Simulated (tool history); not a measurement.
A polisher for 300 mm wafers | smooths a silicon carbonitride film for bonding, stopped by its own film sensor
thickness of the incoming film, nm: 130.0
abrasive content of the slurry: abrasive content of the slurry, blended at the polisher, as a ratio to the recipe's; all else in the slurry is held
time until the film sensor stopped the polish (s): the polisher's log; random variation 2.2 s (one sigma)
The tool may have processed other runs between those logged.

| run | hour | flow of slurry (ml/min) | pressure of the wafer on the pad (kPa) | speed of the pad under the wafer (m/s) | abrasive content of the slurry | target thickness at which the film sensor stops the polish (Å) | time until the film sensor stopped the polish (s) |
|---|---|---|---|---|---|---|---|
| 1 | 0.0 | 315 | 14.5 | 0.78 | 1.0 | 1200 | 63.094 |
| 2 | 5.3 | 315 | 13.1 | 0.74 | 1.0 | 1200 | 68.418 |
| 3 | 11.1 | 315 | 15.2 | 0.74 | 1.0 | 1200 | 61.907 |
| 4 | 19.4 | 380 | 15.2 | 0.74 | 1.0 | 1200 | 63.145 |
| 5 | 21.2 | 380 | 13.1 | 0.74 | 1.0 | 1200 | 69.727 |
| 6 | 26.7 | 380 | 11.7 | 0.68 | 1.0 | 1200 | 81.394 |
| 7 | 30.9 | 380 | 11.0 | 0.66 | 1.0 | 1200 | 89.953 |
| 8 | 32.9 | 380 | 10.3 | 0.66 | 1.0 | 1200 | 94.533 |
| 9 | 39.0 | 380 | 9.7 | 0.66 | 1.0 | 1200 | 99.844 |

Run 10 has not been measured yet. What should we expect?
| 10 | 42.6 | 380 | 9.0 | 0.66 | 1.0 | 1200 | ? |

time until the film sensor stopped the polish (s): 101.670
